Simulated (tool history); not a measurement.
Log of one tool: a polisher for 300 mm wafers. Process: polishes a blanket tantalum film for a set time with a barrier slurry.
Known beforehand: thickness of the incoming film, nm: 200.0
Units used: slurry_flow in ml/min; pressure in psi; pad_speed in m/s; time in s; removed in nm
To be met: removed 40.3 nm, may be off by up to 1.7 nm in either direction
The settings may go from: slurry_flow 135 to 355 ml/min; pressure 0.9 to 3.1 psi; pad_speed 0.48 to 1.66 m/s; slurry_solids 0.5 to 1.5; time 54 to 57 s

| run | hour | slurry_flow | pressure | pad_speed | slurry_solids | time | removed |
|---|---|---|---|---|---|---|---|
| 1 | 0 | 225 | 2 | 1.06 | 1 | 54 | 83.183 |
| 2 | 7.6 | 225 | 1.7 | 1.02 | 1 | 54 | 69.291 |
| 3 | 14.8 | 225 | 1.7 | 1.24 | 1 | 54 | 84.529 |
| 4 | 20.8 | 225 | 1.5 | 1.16 | 1 | 54 | 68.693 |
| 5 | 22 | 225 | 1.5 | 1.16 | 1.15 | 54 | 71.173 |
| 6 | 24.2 | 225 | 1.5 | 1.16 | 1.15 | 57 | 73.082 |
| 7 | 28.4 | 225 | 1.4 | 1.1 | 1.15 | 57 | 66.516 |
| 8 | 29.7 | 225 | 1.3 | 1.04 | 1.15 | 57 | 57.773 |
| 9 | 35.1 | 225 | 1.2 | 1.02 | 1.15 | 57 | 53.338 |

Consider the 5 candidate settings below. Which is the only one whose results all fall within their allowed miss of target?
| A | 40.5 | 170 | 1.2 | 1.02 | 0.75 | 54 | ? |
| B | 40.5 | 200 | 1.1 | 0.94 | 1.2 | 57 | ? |
| C | 40.5 | 205 | 1.3 | 1.1 | 1.15 | 57 | ? |
| D | 40.5 | 300 | 1.7 | 0.56 | 0.9 | 56 | ? |
| E | 40.5 | 240 | 1.1 | 0.92 | 1.3 | 55 | ? |

| move | removed |
|---|---|
| A | 43.836 |
| B | 45.272 |
| C | 61.437 |
| D | 40.328 |
| E | 44.592 |
A: nearer the targets than the last run, but a result is still out of spec
B: nearer the targets than the last run, but a result is still out of spec
C: its largest miss is bigger than the last run's
D: every result lands within tolerance
E: nearer the targets than the last run, but a result is still out of spec
D meets every target.
